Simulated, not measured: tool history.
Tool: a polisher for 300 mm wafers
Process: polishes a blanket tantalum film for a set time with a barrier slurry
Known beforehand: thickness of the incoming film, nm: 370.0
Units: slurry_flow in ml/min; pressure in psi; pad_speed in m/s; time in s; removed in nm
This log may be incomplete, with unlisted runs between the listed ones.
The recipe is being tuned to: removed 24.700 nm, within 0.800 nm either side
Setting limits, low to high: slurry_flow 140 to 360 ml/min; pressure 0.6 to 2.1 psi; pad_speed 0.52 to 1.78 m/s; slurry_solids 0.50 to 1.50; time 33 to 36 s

Run 1, hour 0.0: slurry_flow 230 ml/min, pressure 1.3 psi, pad_speed 1.14 m/s, slurry_solids 1.00, time 36 s. Result: removed 45.146 nm.
Run 2, hour 7.7: slurry_flow 230 ml/min, pressure 1.2 psi, pad_speed 1.12 m/s, slurry_solids 1.00, time 36 s. Result: removed 40.525 nm.
Run 3, hour 13.8: slurry_flow 230 ml/min, pressure 1.2 psi, pad_speed 1.12 m/s, slurry_solids 1.00, time 36 s. Result: removed 40.313 nm.
Run 4, hour 21.3: slurry_flow 230 ml/min, pressure 1.1 psi, pad_speed 1.12 m/s, slurry_solids 1.00, time 36 s. Result: removed 37.415 nm.
Run 5, hour 28.3: slurry_flow 205 ml/min, pressure 1.1 psi, pad_speed 1.12 m/s, slurry_solids 1.00, time 36 s. Result: removed 37.320 nm.
Run 6, hour 36.7: slurry_flow 205 ml/min, pressure 1.0 psi, pad_speed 1.12 m/s, slurry_solids 1.00, time 36 s. Result: removed 34.265 nm.
Run 7, hour 38.5: slurry_flow 205 ml/min, pressure 0.9 psi, pad_speed 1.12 m/s, slurry_solids 1.00, time 36 s. Result: removed 30.368 nm.
Run 8, hour 46.8: slurry_flow 205 ml/min, pressure 0.9 psi, pad_speed 1.12 m/s, slurry_solids 1.00, time 36 s. Result: removed 30.231 nm.
Run 9, hour 51.2: slurry_flow 205 ml/min, pressure 0.8 psi, pad_speed 1.12 m/s, slurry_solids 1.00, time 36 s. Result: removed 27.435 nm.

Of the 5 settings listed for the next run, only one would bring every result within its allowed miss of target. Which one?
Run A, hour 55.6: slurry_flow 220 ml/min, pressure 0.9 psi, pad_speed 1.24 m/s, slurry_solids 1.00, time 36 s. Result: removed ?.
Run B, hour 55.6: slurry_flow 185 ml/min, pressure 0.8 psi, pad_speed 1.12 m/s, slurry_solids 0.90, time 34 s. Result: removed ?.
Run C, hour 55.6: slurry_flow 285 ml/min, pressure 1.0 psi, pad_speed 0.92 m/s, slurry_solids 0.75, time 36 s. Result: removed ?.
Run D, hour 55.6: slurry_flow 230 ml/min, pressure 0.6 psi, pad_speed 1.16 m/s, slurry_solids 1.40, time 35 s. Result: removed ?.
Run E, hour 55.6: slurry_flow 230 ml/min, pressure 1.1 psi, pad_speed 0.98 m/s, slurry_solids 1.15, time 34 s. Result: removed ?.

move  removed
   A   33.969
   B   24.559
   C   26.203
   D   23.170
   E   32.415
A: its largest miss is bigger than the last run's
B: each result inside its tolerance
C: an improvement on the last run, though not all results are within tolerance
D: pushes the last run's worst result past its target
E: its largest miss is bigger than the last run's
Move B is the one to make.
